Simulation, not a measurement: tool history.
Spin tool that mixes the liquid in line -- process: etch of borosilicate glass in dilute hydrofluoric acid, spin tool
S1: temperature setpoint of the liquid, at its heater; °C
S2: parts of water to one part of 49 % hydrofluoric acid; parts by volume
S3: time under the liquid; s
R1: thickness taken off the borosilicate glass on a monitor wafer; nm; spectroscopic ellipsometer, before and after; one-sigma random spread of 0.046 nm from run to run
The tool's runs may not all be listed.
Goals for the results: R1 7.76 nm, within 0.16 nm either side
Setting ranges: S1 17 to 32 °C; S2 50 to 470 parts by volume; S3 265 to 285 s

run 1 day=0 | S1=24 S2=260 S3=265 | R1=16.865
run 2 day=0.167 | S1=25.5 S2=260 S3=265 | R1=17.856
run 3 day=0.446 | S1=24 S2=260 S3=265 | R1=16.909
run 4 day=0.525 | S1=24 S2=260 S3=265 | R1=17.123
run 5 day=0.758 | S1=24 S2=260 S3=285 | R1=18.1
run 6 day=1.021 | S1=21.5 S2=260 S3=285 | R1=16.696
run 7 day=1.154 | S1=21 S2=275 S3=285 | R1=15.199
run 8 day=1.429 | S1=20.5 S2=290 S3=285 | R1=13.921
run 9 day=1.654 | S1=20 S2=300 S3=285 | R1=13.105
run 10 day=1.925 | S1=20 S2=300 S3=285 | R1=13.166
run 11 day=2.088 | S1=19.5 S2=310 S3=285 | R1=12.444
run 12 day=2.404 | S1=19 S2=320 S3=285 | R1=11.647
run 13 day=2.742 | S1=19 S2=330 S3=285 | R1=11.157
run 14 day=3.067 | S1=17 S2=405 S3=285 | R1=8.0654

4 next moves are on the table. One of them brings every result within its allowed miss. Which?
run A day=3.392 | S1=17 S2=390 S3=285 | R1=?
run B day=3.392 | S1=17 S2=415 S3=285 | R1=?
run C day=3.392 | S1=17 S2=380 S3=280 | R1=?
run D day=3.392 | S1=17 S2=390 S3=280 | R1=?

move=A R1=8.5182
move=B R1=7.8516
move=C R1=8.6566
move=D R1=8.3688
A: moves away from the targets compared with the last run
B: every result lands within tolerance
C: moves away from the targets compared with the last run
D: moves away from the targets compared with the last run
Answer: B
